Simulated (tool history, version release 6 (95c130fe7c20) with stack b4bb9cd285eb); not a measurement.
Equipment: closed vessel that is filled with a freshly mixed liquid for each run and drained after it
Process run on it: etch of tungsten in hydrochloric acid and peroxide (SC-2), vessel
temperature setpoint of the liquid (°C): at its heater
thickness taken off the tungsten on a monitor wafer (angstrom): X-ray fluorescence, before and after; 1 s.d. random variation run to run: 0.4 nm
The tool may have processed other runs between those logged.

run,hour,temperature setpoint of the liquid (°C),parts of water to one part each of 37 % hydrochloric acid and 30 % peroxide (parts by volume),time in the liquid (s),thickness taken off the tungsten on a monitor wafer (angstrom)
1,0,51,6.5,90,510.34
2,4.2,52,6.5,90,546.86
3,11.2,55,6.5,90,656.91
4,12.5,55,6.5,95,695.06
5,20.8,49,6.5,95,471.34
6,28.9,50,6.5,95,502.21

Predict the results of run 7:
7,35.2,51,6.5,95,?

{"run 7": {"thickness taken off the tungsten on a monitor wafer (angstrom)": 537.58}}
